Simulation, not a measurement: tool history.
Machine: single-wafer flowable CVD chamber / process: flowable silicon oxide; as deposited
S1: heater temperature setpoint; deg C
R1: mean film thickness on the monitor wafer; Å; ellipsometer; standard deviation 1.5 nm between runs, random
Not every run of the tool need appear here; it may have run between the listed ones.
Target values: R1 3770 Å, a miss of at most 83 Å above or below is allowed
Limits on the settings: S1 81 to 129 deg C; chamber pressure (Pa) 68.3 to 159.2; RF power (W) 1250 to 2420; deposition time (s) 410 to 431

Run 1, hour 0: S1 105 deg C, chamber pressure (Pa) 113.7, RF power (W) 1835, deposition time (s) 431. Result: R1 2086.6 Å.
Run 2, hour 4.1: S1 105 deg C, chamber pressure (Pa) 131.5, RF power (W) 1835, deposition time (s) 431. Result: R1 2386.8 Å.
Run 3, hour 5.4: S1 105 deg C, chamber pressure (Pa) 131.5, RF power (W) 1835, deposition time (s) 410. Result: R1 2269.5 Å.
Run 4, hour 11.7: S1 105 deg C, chamber pressure (Pa) 131.5, RF power (W) 1835, deposition time (s) 431. Result: R1 2388.6 Å.
Run 5, hour 17.6: S1 105 deg C, chamber pressure (Pa) 131.5, RF power (W) 2090, deposition time (s) 431. Result: R1 2452.2 Å.
Run 6, hour 24.1: S1 105 deg C, chamber pressure (Pa) 116.3, RF power (W) 2090, deposition time (s) 431. Result: R1 2186.8 Å.
Run 7, hour 27.9: S1 102 deg C, chamber pressure (Pa) 116.4, RF power (W) 2090, deposition time (s) 431. Result: R1 2375.2 Å.
Run 8, hour 34.4: S1 102 deg C, chamber pressure (Pa) 116.4, RF power (W) 2090, deposition time (s) 431. Result: R1 2372.2 Å.
Run 9, hour 39.4: S1 100 deg C, chamber pressure (Pa) 116.5, RF power (W) 2090, deposition time (s) 431. Result: R1 2554.6 Å.
Run 10, hour 46.1: S1 98 deg C, chamber pressure (Pa) 116.7, RF power (W) 2090, deposition time (s) 431. Result: R1 2673.1 Å.
Run 11, hour 49.6: S1 96 deg C, chamber pressure (Pa) 116.8, RF power (W) 2090, deposition time (s) 431. Result: R1 2832.1 Å.
Run 12, hour 58.3: S1 85 deg C, chamber pressure (Pa) 117.1, RF power (W) 2090, deposition time (s) 431. Result: R1 3884.6 Å.

Exercise: of the 5 proposed moves below, exactly one satisfies all targets within the stated allowed misses. Which move is it?
Run A, hour 67: S1 85 deg C, chamber pressure (Pa) 118.7, RF power (W) 2045, deposition time (s) 431. Result: R1 ?.
Run B, hour 67: S1 86 deg C, chamber pressure (Pa) 120.4, RF power (W) 1950, deposition time (s) 418. Result: R1 ?.
Run C, hour 67: S1 84 deg C, chamber pressure (Pa) 119.5, RF power (W) 2070, deposition time (s) 419. Result: R1 ?.
Run D, hour 67: S1 84 deg C, chamber pressure (Pa) 114.4, RF power (W) 2255, deposition time (s) 431. Result: R1 ?.
Run E, hour 67: S1 83 deg C, chamber pressure (Pa) 111.1, RF power (W) 2060, deposition time (s) 431. Result: R1 ?.

move      R1
   A  3955.6
   B  3758.6
   C  3979.4
   D  3974.8
   E  3912.9
A: lands further from the targets than the last run did
B: each result inside its tolerance
C: lands further from the targets than the last run did
D: lands further from the targets than the last run did
E: lands further from the targets than the last run did
So the answer is move B, the one that meets all the targets.
